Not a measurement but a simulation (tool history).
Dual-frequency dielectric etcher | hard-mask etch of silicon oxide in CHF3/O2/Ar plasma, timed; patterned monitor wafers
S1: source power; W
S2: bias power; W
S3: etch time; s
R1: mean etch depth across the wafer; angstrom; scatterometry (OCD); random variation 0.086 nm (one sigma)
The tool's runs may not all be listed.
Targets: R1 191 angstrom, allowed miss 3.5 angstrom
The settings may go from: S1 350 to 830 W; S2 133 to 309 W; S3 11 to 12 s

run 1 hour=0 | S1=590 S2=221 S3=12 | R1=231.82
run 2 hour=3.7 | S1=670 S2=221 S3=12 | R1=241.84
run 3 hour=7.7 | S1=670 S2=202 S3=12 | R1=234.39
run 4 hour=11 | S1=670 S2=240 S3=12 | R1=248.69
run 5 hour=18.9 | S1=670 S2=240 S3=12 | R1=250.56
run 6 hour=24.1 | S1=670 S2=214 S3=12 | R1=238.7
run 7 hour=28.8 | S1=590 S2=201 S3=12 | R1=223.79
run 8 hour=30.3 | S1=530 S2=193 S3=12 | R1=214.65
run 9 hour=36 | S1=530 S2=193 S3=12 | R1=214.19
run 10 hour=36.7 | S1=490 S2=187 S3=12 | R1=206.76
run 11 hour=40.7 | S1=460 S2=184 S3=12 | R1=200.82
run 12 hour=47.6 | S1=440 S2=183 S3=12 | R1=197.47

5 next moves are on the table. One of them brings every result within its allowed miss. Which?
run A hour=54.5 | S1=440 S2=185 S3=11 | R1=?
run B hour=54.5 | S1=560 S2=147 S3=11 | R1=?
run C hour=54.5 | S1=380 S2=187 S3=11.5 | R1=?
run D hour=54.5 | S1=440 S2=184 S3=11 | R1=?
run E hour=54.5 | S1=470 S2=175 S3=11.5 | R1=?

move=A R1=183.07
move=B R1=182.17
move=C R1=183.95
move=D R1=182.72
move=E R1=191.46
A: takes the result that was furthest off past its target
B: takes the result that was furthest off past its target
C: takes the result that was furthest off past its target
D: takes the result that was furthest off past its target
E: meets every target
Answer: E
